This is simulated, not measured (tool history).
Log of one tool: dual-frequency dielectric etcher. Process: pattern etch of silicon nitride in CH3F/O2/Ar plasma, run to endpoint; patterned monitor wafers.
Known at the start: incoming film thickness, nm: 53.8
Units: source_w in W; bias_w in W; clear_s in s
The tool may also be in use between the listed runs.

run,hour,source_w,bias_w,clear_s
1,0,530,88,61.502
2,8.9,580,88,59.219
3,11.5,520,83,62.497
4,12.4,470,77,65.987
5,19.7,470,85,64.645
6,21.1,430,81,67.464
7,22.1,400,79,68.42

The next listed run, before its measurement:
8,27.8,380,76,?

Run 8 gave clear_s 70.877 s.
